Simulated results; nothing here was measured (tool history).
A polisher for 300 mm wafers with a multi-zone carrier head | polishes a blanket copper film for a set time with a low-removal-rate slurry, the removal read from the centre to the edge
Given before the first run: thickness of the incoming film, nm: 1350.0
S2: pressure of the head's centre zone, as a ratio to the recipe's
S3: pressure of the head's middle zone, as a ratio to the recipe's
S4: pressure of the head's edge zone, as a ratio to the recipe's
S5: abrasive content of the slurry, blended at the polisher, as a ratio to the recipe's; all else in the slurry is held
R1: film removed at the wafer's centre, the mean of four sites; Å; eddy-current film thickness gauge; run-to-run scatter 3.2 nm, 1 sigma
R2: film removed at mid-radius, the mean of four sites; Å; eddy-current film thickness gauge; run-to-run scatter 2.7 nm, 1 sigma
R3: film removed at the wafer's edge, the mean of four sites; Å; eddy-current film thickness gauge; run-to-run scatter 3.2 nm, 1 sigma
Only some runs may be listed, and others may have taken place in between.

run 1 hour=0.0 | flow_of_slurry_(ml/min)=185 S2=1.00 S3=1.00 S4=1.00 S5=1.00 polishing_time_(s)=90 | R1=1719.4 R2=1762.9 R3=1745.6
run 2 hour=3.4 | flow_of_slurry_(ml/min)=185 S2=1.00 S3=1.00 S4=1.00 S5=1.00 polishing_time_(s)=98 | R1=1941.2 R2=1871.7 R3=1923.9
run 3 hour=10.2 | flow_of_slurry_(ml/min)=185 S2=1.00 S3=1.00 S4=1.00 S5=0.80 polishing_time_(s)=98 | R1=1869.6 R2=1800.4 R3=1843.5
run 4 hour=15.0 | flow_of_slurry_(ml/min)=185 S2=1.00 S3=0.99 S4=1.03 S5=0.90 polishing_time_(s)=101 | R1=1941.1 R2=1948.0 R3=1947.7
run 5 hour=19.6 | flow_of_slurry_(ml/min)=175 S2=0.98 S3=0.96 S4=1.01 S5=1.00 polishing_time_(s)=106 | R1=2035.4 R2=1941.5 R3=2100.5
run 6 hour=22.7 | flow_of_slurry_(ml/min)=175 S2=0.98 S3=0.96 S4=1.01 S5=1.00 polishing_time_(s)=87 | R1=1616.7 R2=1650.7 R3=1726.1
run 7 hour=23.4 | flow_of_slurry_(ml/min)=190 S2=0.98 S3=0.92 S4=1.11 S5=1.25 polishing_time_(s)=112 | R1=2292.4 R2=2069.8 R3=2429.1
run 8 hour=32.1 | flow_of_slurry_(ml/min)=190 S2=0.98 S3=0.92 S4=1.11 S5=1.25 polishing_time_(s)=112 | R1=2270.7 R2=2120.6 R3=2478.5
run 9 hour=33.9 | flow_of_slurry_(ml/min)=195 S2=0.98 S3=0.92 S4=1.12 S5=1.30 polishing_time_(s)=112 | R1=2270.2 R2=2188.6 R3=2435.3
run 10 hour=37.0 | flow_of_slurry_(ml/min)=195 S2=0.98 S3=0.92 S4=1.12 S5=1.30 polishing_time_(s)=112 | R1=2340.5 R2=2175.4 R3=2403.3
run 11 hour=42.1 | flow_of_slurry_(ml/min)=190 S2=0.98 S3=0.91 S4=1.12 S5=1.30 polishing_time_(s)=114 | R1=2374.5 R2=2174.7 R3=2520.2
run 12 hour=50.2 | flow_of_slurry_(ml/min)=190 S2=0.98 S3=0.91 S4=1.12 S5=1.30 polishing_time_(s)=115 | R1=2329.7 R2=2218.8 R3=2448.8
run 13 hour=51.0 | flow_of_slurry_(ml/min)=195 S2=0.98 S3=0.91 S4=1.13 S5=1.30 polishing_time_(s)=115 | R1=2339.9 R2=2144.5 R3=2464.0
run 14 hour=54.2 | flow_of_slurry_(ml/min)=190 S2=0.98 S3=0.90 S4=1.13 S5=1.35 polishing_time_(s)=116 | R1=2414.2 R2=2193.2 R3=2592.3
run 15 hour=55.6 | flow_of_slurry_(ml/min)=180 S2=0.97 S3=0.90 S4=1.13 S5=1.40 polishing_time_(s)=117 | R1=2405.7 R2=2208.5 R3=2598.7
run 16 hour=63.6 | flow_of_slurry_(ml/min)=180 S2=0.97 S3=0.90 S4=1.13 S5=1.40 polishing_time_(s)=118 | R1=2379.9 R2=2264.8 R3=2621.8

Estimate the outcome of run 17 from the log above:
run 17 hour=64.8 | flow_of_slurry_(ml/min)=180 S2=0.97 S3=0.89 S4=1.13 S5=1.40 polishing_time_(s)=118 | R1=? R2=? R3=?

R1: 2427.9 Å
R2: 2205.5 Å
R3: 2588.2 Å

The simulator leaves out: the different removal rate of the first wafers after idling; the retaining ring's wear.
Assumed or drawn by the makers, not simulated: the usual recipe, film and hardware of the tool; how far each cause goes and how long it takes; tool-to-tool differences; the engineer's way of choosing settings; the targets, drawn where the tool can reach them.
